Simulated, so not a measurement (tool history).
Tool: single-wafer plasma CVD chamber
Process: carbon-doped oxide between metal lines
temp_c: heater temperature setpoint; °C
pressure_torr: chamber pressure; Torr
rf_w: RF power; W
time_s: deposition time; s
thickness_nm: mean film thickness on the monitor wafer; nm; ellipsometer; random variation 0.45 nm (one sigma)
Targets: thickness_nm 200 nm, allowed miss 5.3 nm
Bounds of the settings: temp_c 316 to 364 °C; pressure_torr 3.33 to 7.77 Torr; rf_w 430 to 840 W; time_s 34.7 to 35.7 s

Run 1, hour 0: temp_c 340 °C, pressure_torr 5.55 Torr, rf_w 635 W, time_s 34.7 s. Result: thickness_nm 227.08 nm.
Run 2, hour 1.2: temp_c 340 °C, pressure_torr 5.55 Torr, rf_w 635 W, time_s 35.7 s. Result: thickness_nm 233.19 nm.
Run 3, hour 5.3: temp_c 340 °C, pressure_torr 5.55 Torr, rf_w 570 W, time_s 35.7 s. Result: thickness_nm 223.67 nm.
Run 4, hour 8.3: temp_c 342 °C, pressure_torr 5.36 Torr, rf_w 540 W, time_s 35.6 s. Result: thickness_nm 217.03 nm.
Run 5, hour 11.2: temp_c 349 °C, pressure_torr 5.36 Torr, rf_w 540 W, time_s 35.6 s. Result: thickness_nm 211.66 nm.
Run 6, hour 15.3: temp_c 340 °C, pressure_torr 5.36 Torr, rf_w 540 W, time_s 35.6 s. Result: thickness_nm 218.94 nm.
Run 7, hour 16.1: temp_c 343 °C, pressure_torr 5.27 Torr, rf_w 520 W, time_s 35.5 s. Result: thickness_nm 212.63 nm.
Run 8, hour 18.8: temp_c 345 °C, pressure_torr 5.21 Torr, rf_w 505 W, time_s 35.4 s. Result: thickness_nm 207.74 nm.
Run 9, hour 23: temp_c 346 °C, pressure_torr 5.17 Torr, rf_w 495 W, time_s 35.4 s. Result: thickness_nm 205.39 nm.

4 next moves are on the table. One of them brings every result within its allowed miss. Which?
Run A, hour 27.2: temp_c 346 °C, pressure_torr 5.9 Torr, rf_w 480 W, time_s 34.7 s. Result: thickness_nm ?.
Run B, hour 27.2: temp_c 340 °C, pressure_torr 6.88 Torr, rf_w 445 W, time_s 35.7 s. Result: thickness_nm ?.
Run C, hour 27.2: temp_c 352 °C, pressure_torr 4.82 Torr, rf_w 555 W, time_s 35.3 s. Result: thickness_nm ?.
Run D, hour 27.2: temp_c 346 °C, pressure_torr 5.32 Torr, rf_w 520 W, time_s 35.7 s. Result: thickness_nm ?.

move  thickness_nm
   A        201.48
   B        208.53
   C        207.76
   D         211.3
A: meets every target
B: further off than the last run
C: further off than the last run
D: further off than the last run
The right move is A.
